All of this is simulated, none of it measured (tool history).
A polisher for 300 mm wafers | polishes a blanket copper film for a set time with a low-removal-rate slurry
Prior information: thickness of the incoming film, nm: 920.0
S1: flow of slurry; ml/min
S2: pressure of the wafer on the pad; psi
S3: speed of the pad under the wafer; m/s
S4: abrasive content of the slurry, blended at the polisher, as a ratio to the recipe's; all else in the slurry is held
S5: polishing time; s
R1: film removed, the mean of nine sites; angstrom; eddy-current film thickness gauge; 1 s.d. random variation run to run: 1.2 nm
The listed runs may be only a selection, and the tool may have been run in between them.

run,hour,S1,S2,S3,S4,S5,R1
1,0,290,2.1,1.4,1,97,2626.8
2,4,290,2.1,1.4,1,102,2727.1
3,6,290,2.1,1.4,1,97,2644.4
4,14.5,230,2.1,1.4,1,97,2558.5
5,19.1,230,1.8,1.38,1,97,2169.7
6,27.7,230,1.5,1.38,1,97,1811
7,30.5,230,1.4,1.38,1,97,1692.7

Expected results for the next run?
8,34.4,230,1.3,1.38,1,97,?

Run 8 measured R1 1575.3 angstrom.
